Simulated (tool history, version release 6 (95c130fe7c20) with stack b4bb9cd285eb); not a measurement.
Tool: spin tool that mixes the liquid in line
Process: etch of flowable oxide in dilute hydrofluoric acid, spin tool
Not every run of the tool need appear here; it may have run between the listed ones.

| run | hour | temperature setpoint of the liquid (°C) | parts of water to one part of 49 % hydrofluoric acid (parts by volume) | time under the liquid (s) | thickness taken off the flowable oxide on a monitor wafer (Å) |
|---|---|---|---|---|---|
| 1 | 0.0 | 25.0 | 280 | 270 | 490.94 |
| 2 | 7.1 | 24.0 | 295 | 270 | 444.14 |
| 3 | 14.5 | 23.0 | 305 | 270 | 409.75 |
| 4 | 21.2 | 23.0 | 305 | 270 | 408.70 |
| 5 | 29.6 | 23.0 | 340 | 270 | 354.19 |
| 6 | 36.4 | 23.0 | 340 | 290 | 384.34 |
| 7 | 41.7 | 22.0 | 350 | 290 | 354.91 |
| 8 | 50.5 | 21.5 | 355 | 290 | 345.31 |

For run 9, what comes out?
| 9 | 53.8 | 21.0 | 360 | 290 | ? |

{"run 9": {"thickness taken off the flowable oxide on a monitor wafer (Å)": 326.72}}

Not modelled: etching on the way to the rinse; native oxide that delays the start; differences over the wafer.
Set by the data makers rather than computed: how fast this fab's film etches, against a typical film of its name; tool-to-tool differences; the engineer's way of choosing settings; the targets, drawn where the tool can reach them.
